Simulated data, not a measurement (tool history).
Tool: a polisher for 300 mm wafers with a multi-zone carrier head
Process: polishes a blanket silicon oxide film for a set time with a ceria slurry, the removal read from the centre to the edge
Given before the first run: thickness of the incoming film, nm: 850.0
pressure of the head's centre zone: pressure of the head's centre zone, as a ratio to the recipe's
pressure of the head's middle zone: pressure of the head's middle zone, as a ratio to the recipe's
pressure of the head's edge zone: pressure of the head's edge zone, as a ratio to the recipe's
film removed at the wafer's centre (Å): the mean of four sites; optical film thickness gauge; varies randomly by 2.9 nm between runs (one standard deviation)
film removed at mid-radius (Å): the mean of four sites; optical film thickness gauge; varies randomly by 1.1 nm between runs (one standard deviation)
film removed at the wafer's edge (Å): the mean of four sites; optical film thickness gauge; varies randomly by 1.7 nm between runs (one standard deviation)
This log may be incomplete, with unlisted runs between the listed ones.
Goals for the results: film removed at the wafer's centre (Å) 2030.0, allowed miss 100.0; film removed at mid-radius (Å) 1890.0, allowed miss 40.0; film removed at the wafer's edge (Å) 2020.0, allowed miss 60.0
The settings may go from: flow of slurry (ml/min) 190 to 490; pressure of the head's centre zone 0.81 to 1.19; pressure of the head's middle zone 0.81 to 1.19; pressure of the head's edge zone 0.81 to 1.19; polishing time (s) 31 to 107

run,hour,flow of slurry (ml/min),pressure of the head's centre zone,pressure of the head's middle zone,pressure of the head's edge zone,polishing time (s),film removed at the wafer's centre (Å),film removed at mid-radius (Å),film removed at the wafer's edge (Å)
1,0.0,315,1.00,1.00,1.00,69,3511.6,3611.5,3622.8
2,2.1,310,1.00,0.98,0.98,64,3288.4,3265.1,3366.4
3,7.2,310,1.00,0.98,0.98,78,3861.3,3995.3,4135.1
4,8.5,310,0.99,0.97,0.97,72,3560.6,3699.3,3793.4
5,9.1,300,0.99,0.96,0.96,67,3370.6,3360.9,3541.5
6,17.0,325,0.99,0.96,0.96,67,3349.5,3400.9,3487.7
7,22.6,330,0.98,0.94,0.95,62,3031.7,3121.1,3247.4
8,27.4,335,0.98,0.93,0.94,58,2922.4,2855.8,3009.1
9,28.3,340,0.97,0.92,0.93,55,2756.5,2696.5,2872.8
10,37.1,345,0.97,0.91,0.92,52,2618.2,2533.2,2669.0
11,43.1,345,0.97,0.90,0.91,50,2479.1,2385.5,2548.4
12,45.0,350,0.97,0.89,0.90,49,2480.5,2352.5,2472.0
13,52.3,350,0.96,0.88,0.89,48,2360.3,2243.1,2423.5

Which single option among these 4 for the next run brings every result within its allowed miss of target? Just one does.
A,59.6,365,0.97,0.87,0.87,40,?,?,?
B,59.6,390,0.88,0.87,0.87,40,?,?,?
C,59.6,350,0.91,0.92,0.93,37,?,?,?
D,59.6,225,0.91,0.84,0.89,41,?,?,?

move,film removed at the wafer's centre (Å),film removed at mid-radius (Å),film removed at the wafer's edge (Å)
A,2006.1,1876.5,2016.9
B,1840.8,1885.3,2023.4
C,1743.7,1813.4,1918.2
D,1862.4,1803.8,2034.0
A: all results land within tolerance of their targets
B: meets the target for the result that was furthest off, but another lies outside its allowed miss
C: pushes the last run's worst result past its target
D: pushes the last run's worst result past its target
Answer: A
